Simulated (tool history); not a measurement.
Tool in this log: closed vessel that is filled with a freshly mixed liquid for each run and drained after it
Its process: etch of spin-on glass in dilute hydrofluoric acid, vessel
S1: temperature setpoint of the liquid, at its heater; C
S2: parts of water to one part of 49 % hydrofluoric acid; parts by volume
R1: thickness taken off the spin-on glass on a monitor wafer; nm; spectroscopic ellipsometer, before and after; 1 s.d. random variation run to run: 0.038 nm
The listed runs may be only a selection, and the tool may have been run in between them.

Run 1, day 0.000: S1 20.0 C, S2 255 parts by volume, time in the liquid (s) 130. Result: R1 15.0530 nm.
Run 2, day 0.375: S1 23.5 C, S2 255 parts by volume, time in the liquid (s) 130. Result: R1 16.9360 nm.
Run 3, day 0.671: S1 23.5 C, S2 325 parts by volume, time in the liquid (s) 130. Result: R1 12.4180 nm.
Run 4, day 0.767: S1 22.0 C, S2 335 parts by volume, time in the liquid (s) 130. Result: R1 11.2970 nm.
Run 5, day 0.904: S1 22.0 C, S2 245 parts by volume, time in the liquid (s) 130. Result: R1 16.8830 nm.
Run 6, day 1.200: S1 22.0 C, S2 295 parts by volume, time in the liquid (s) 130. Result: R1 13.4430 nm.
Run 7, day 1.275: S1 21.0 C, S2 315 parts by volume, time in the liquid (s) 130. Result: R1 11.8870 nm.
Run 8, day 1.512: S1 20.0 C, S2 330 parts by volume, time in the liquid (s) 130. Result: R1 10.6840 nm.
Run 9, day 1.838: S1 19.5 C, S2 340 parts by volume, time in the liquid (s) 130. Result: R1 10.2840 nm.

Predict the results of run 10:
Run 10, day 2.129: S1 19.0 C, S2 350 parts by volume, time in the liquid (s) 130. Result: R1 ?.

R1: 9.6409 nm

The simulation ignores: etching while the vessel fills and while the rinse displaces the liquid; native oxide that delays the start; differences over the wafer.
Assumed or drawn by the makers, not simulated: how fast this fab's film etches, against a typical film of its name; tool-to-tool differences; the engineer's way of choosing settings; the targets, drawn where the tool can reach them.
